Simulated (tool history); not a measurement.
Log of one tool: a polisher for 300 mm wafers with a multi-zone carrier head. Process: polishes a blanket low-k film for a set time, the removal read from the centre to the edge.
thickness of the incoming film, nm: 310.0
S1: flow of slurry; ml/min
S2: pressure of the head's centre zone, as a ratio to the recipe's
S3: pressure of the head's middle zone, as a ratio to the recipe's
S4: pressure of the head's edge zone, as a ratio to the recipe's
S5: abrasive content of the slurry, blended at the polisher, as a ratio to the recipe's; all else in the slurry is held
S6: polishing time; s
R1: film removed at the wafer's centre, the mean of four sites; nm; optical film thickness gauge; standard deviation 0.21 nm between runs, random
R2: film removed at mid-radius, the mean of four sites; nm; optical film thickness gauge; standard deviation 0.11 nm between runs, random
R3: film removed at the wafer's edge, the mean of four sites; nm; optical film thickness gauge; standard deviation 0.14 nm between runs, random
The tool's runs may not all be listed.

run  hour   S1    S2    S3    S4    S5  S6      R1      R2      R3
  1   0.0  305  1.00  1.00  1.00  1.00  52  19.634  19.462  19.377
  2   6.0  305  1.00  1.00  1.00  0.80  52  17.983  18.386  18.085
  3  10.7  300  0.98  0.99  0.98  0.80  52  17.514  18.223  17.940
  4  19.6  295  0.97  0.98  0.96  0.75  52  17.376  17.638  17.300
  5  24.6  295  0.97  0.98  0.96  0.75  56  18.362  19.070  18.684
  6  28.4  295  0.97  0.94  0.96  0.75  56  18.516  18.583  18.988
  7  35.7  290  0.95  0.93  0.94  0.70  56  17.866  18.306  18.323
  8  43.5  285  0.93  0.92  0.93  0.65  56  16.924  17.489  17.981
  9  48.0  280  0.92  0.92  0.91  0.65  56  16.194  17.394  17.960
 10  50.2  280  0.92  0.92  0.90  0.60  56  16.406  17.251  17.348

For run 11, what comes out?
 11  52.1  275  0.91  0.92  0.89  0.60  56   ?   ?   ?

{"run 11": {"R1": 16.175, "R2": 17.008, "R3": 17.25}}
